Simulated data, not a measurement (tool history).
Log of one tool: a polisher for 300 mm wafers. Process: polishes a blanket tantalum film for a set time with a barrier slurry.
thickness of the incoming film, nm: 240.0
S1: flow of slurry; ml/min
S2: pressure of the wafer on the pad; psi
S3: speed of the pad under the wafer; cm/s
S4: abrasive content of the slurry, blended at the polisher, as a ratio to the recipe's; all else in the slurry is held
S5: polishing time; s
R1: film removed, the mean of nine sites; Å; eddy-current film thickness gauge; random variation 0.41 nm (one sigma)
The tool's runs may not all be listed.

run 1 hour=0.0 | S1=165 S2=2.1 S3=128 S4=1.0 S5=24 | R1=434.30
run 2 hour=6.1 | S1=165 S2=2.1 S3=152 S4=1.0 S5=24 | R1=511.95
run 3 hour=13.1 | S1=135 S2=2.1 S3=152 S4=1.0 S5=24 | R1=503.77
run 4 hour=17.8 | S1=135 S2=1.9 S3=152 S4=1.0 S5=24 | R1=448.75
run 5 hour=21.1 | S1=135 S2=1.9 S3=166 S4=1.0 S5=24 | R1=492.21
run 6 hour=22.5 | S1=135 S2=1.9 S3=148 S4=1.0 S5=24 | R1=439.97
run 7 hour=25.7 | S1=135 S2=1.8 S3=148 S4=1.0 S5=24 | R1=417.37
-- hour=30.7 head pressure recalibrated
run 8 hour=30.7 | S1=135 S2=1.7 S3=148 S4=1.0 S5=24 | R1=425.95

The next listed run, before its measurement:
run 9 hour=32.6 | S1=130 S2=1.5 S3=146 S4=1.0 S5=24 | R1=?

R1: 366.05 Å
